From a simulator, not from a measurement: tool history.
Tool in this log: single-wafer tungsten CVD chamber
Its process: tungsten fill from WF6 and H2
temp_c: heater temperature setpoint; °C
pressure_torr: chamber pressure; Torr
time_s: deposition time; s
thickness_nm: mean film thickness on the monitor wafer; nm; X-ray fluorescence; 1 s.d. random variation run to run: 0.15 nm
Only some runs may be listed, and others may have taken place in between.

run	hour	temp_c	pressure_torr	time_s	thickness_nm
1	0	390	35	28.9	81.147
2	4.6	390	38.3	28.9	84.653
3	9.7	388	38.1	28.9	81.609
4	14	382	38.1	28.9	71.478
5	15.4	391	38.1	28.9	86.629
6	24.2	382	38.1	28.9	71.291
7	27.3	381	38	28.9	69.551

For run 8, what comes out?
8	28.8	380	37.9	28.9	?

{"run 8": {"thickness_nm": 68.072}}
